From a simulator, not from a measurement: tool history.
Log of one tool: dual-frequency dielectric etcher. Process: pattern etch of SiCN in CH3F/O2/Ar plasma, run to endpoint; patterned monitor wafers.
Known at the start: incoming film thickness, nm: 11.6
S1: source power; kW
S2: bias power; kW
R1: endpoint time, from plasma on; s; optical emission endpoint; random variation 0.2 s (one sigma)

| run | day | S1 | S2 | R1 |
|---|---|---|---|---|
| 1 | 0.000 | 0.460 | 0.067 | 29.499 |
| 2 | 0.371 | 0.480 | 0.068 | 28.522 |
| 3 | 0.692 | 0.490 | 0.068 | 28.077 |
| 4 | 0.942 | 0.500 | 0.068 | 28.275 |
| 5 | 1.008 | 0.500 | 0.060 | 29.335 |
| 6 | 1.221 | 0.520 | 0.061 | 28.534 |
| 7 | 1.454 | 0.530 | 0.062 | 27.899 |

The next listed run, before its measurement:
| 8 | 1.783 | 0.540 | 0.062 | ? |

Run 8 gave R1 28.281 s.
